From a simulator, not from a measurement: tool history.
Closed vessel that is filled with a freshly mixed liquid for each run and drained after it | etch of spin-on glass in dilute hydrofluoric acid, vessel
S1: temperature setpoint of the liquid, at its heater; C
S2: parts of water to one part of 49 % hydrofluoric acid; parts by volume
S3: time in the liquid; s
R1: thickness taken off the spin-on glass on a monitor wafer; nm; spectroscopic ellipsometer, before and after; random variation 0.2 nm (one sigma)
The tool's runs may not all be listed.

| run | hour | S1 | S2 | S3 | R1 |
|---|---|---|---|---|---|
| 1 | 0 | 24 | 205 | 65 | 13.146 |
| 2 | 4.5 | 24 | 165 | 65 | 16.969 |
| 3 | 11.8 | 21.5 | 165 | 65 | 15.323 |
| 4 | 17.8 | 19.5 | 165 | 65 | 14.481 |
| 5 | 22.1 | 19.5 | 195 | 65 | 11.556 |
| 6 | 25.8 | 22 | 190 | 65 | 13.254 |
| 7 | 31.5 | 24 | 185 | 65 | 14.659 |

Forecast run 8:
| 8 | 34.6 | 25.5 | 180 | 65 | ? |

Run 8 gave R1 15.965 nm.

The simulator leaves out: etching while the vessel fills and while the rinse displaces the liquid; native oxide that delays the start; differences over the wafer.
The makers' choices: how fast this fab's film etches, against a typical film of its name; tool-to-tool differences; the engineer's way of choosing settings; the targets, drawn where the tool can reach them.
